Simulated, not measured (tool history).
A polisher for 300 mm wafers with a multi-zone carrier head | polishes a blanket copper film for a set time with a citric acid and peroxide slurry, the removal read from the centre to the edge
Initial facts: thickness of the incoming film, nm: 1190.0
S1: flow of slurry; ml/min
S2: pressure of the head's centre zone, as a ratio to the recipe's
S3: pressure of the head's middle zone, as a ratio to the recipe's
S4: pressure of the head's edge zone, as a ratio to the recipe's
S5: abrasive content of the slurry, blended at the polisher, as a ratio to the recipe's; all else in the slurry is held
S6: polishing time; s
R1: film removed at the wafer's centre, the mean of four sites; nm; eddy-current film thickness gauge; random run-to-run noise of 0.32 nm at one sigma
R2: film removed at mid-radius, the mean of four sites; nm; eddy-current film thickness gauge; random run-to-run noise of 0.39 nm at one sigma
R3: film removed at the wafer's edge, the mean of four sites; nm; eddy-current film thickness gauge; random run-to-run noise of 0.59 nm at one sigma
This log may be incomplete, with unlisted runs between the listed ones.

Run 1, hour 0.0: S1 240 ml/min, S2 1.00, S3 1.00, S4 1.00, S5 1.00, S6 34 s. Result: R1 71.919 nm, R2 67.409 nm, R3 71.900 nm.
Run 2, hour 3.0: S1 240 ml/min, S2 1.00, S3 1.00, S4 1.03, S5 1.00, S6 34 s. Result: R1 71.101 nm, R2 70.204 nm, R3 72.580 nm.
Run 3, hour 9.7: S1 190 ml/min, S2 1.00, S3 1.00, S4 1.03, S5 1.00, S6 34 s. Result: R1 68.195 nm, R2 65.776 nm, R3 71.661 nm.
Run 4, hour 12.1: S1 190 ml/min, S2 0.97, S3 0.98, S4 1.00, S5 0.90, S6 32 s. Result: R1 61.916 nm, R2 59.358 nm, R3 65.015 nm.
Run 5, hour 15.8: S1 185 ml/min, S2 0.94, S3 0.96, S4 0.99, S5 0.80, S6 31 s. Result: R1 54.411 nm, R2 54.824 nm, R3 60.598 nm.
Run 6, hour 24.0: S1 185 ml/min, S2 0.93, S3 0.93, S4 0.96, S5 0.75, S6 30 s. Result: R1 51.810 nm, R2 51.281 nm, R3 56.204 nm.
Run 7, hour 27.7: S1 180 ml/min, S2 0.93, S3 0.90, S4 0.96, S5 0.70, S6 30 s. Result: R1 50.766 nm, R2 48.509 nm, R3 57.134 nm.
Run 8, hour 35.6: S1 180 ml/min, S2 0.92, S3 0.88, S4 0.94, S5 0.65, S6 30 s. Result: R1 49.318 nm, R2 46.857 nm, R3 54.784 nm.

Run 9 has not been measured yet. What should we expect?
Run 9, hour 41.8: S1 175 ml/min, S2 0.91, S3 0.87, S4 0.92, S5 0.60, S6 30 s. Result: R1 ?, R2 ?, R3 ?.

{"run 9": {"R1": 48.295, "R2": 46.113, "R3": 52.77}}
